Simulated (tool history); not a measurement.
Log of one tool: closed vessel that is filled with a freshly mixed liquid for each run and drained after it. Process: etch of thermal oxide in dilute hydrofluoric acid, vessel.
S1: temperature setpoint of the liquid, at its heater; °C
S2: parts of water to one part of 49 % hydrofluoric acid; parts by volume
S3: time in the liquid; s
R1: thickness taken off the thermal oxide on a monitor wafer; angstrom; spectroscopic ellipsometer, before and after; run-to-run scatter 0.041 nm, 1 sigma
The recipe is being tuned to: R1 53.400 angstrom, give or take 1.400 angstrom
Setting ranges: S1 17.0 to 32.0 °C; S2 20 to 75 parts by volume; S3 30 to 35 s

{"run": 1, "hour": 0.0, "S1": 24.0, "S2": 45, "S3": 35, "R1": 38.513}
{"run": 2, "hour": 0.9, "S1": 24.0, "S2": 45, "S3": 35, "R1": 38.589}
{"run": 3, "hour": 9.7, "S1": 25.0, "S2": 45, "S3": 35, "R1": 40.227}
{"run": 4, "hour": 12.9, "S1": 21.5, "S2": 45, "S3": 35, "R1": 34.957}
{"run": 5, "hour": 17.3, "S1": 23.0, "S2": 45, "S3": 35, "R1": 36.88}
{"run": 6, "hour": 18.7, "S1": 23.0, "S2": 45, "S3": 35, "R1": 36.743}
{"run": 7, "hour": 24.4, "S1": 24.5, "S2": 45, "S3": 35, "R1": 39.332}
{"run": 8, "hour": 26.8, "S1": 25.5, "S2": 45, "S3": 35, "R1": 41.655}
{"run": 9, "hour": 34.3, "S1": 26.5, "S2": 45, "S3": 35, "R1": 42.9}
{"run": 10, "hour": 41.6, "S1": 30.5, "S2": 45, "S3": 35, "R1": 50.568}

5 next moves are on the table. One of them brings every result within its allowed miss. Which?
{"run": "A", "hour": 48.9, "S1": 29.0, "S2": 40, "S3": 30, "R1": "?"}
{"run": "B", "hour": 48.9, "S1": 29.0, "S2": 35, "S3": 30, "R1": "?"}
{"run": "C", "hour": 48.9, "S1": 30.5, "S2": 40, "S3": 30, "R1": "?"}
{"run": "D", "hour": 48.9, "S1": 29.5, "S2": 45, "S3": 35, "R1": "?"}
{"run": "E", "hour": 48.9, "S1": 30.0, "S2": 45, "S3": 35, "R1": "?"}

move=A R1=46.301
move=B R1=53.320
move=C R1=49.141
move=D R1=48.607
move=E R1=49.577
A: misses by more than the last run did
B: in spec on every target
C: misses by more than the last run did
D: misses by more than the last run did
E: misses by more than the last run did
The right move is B.
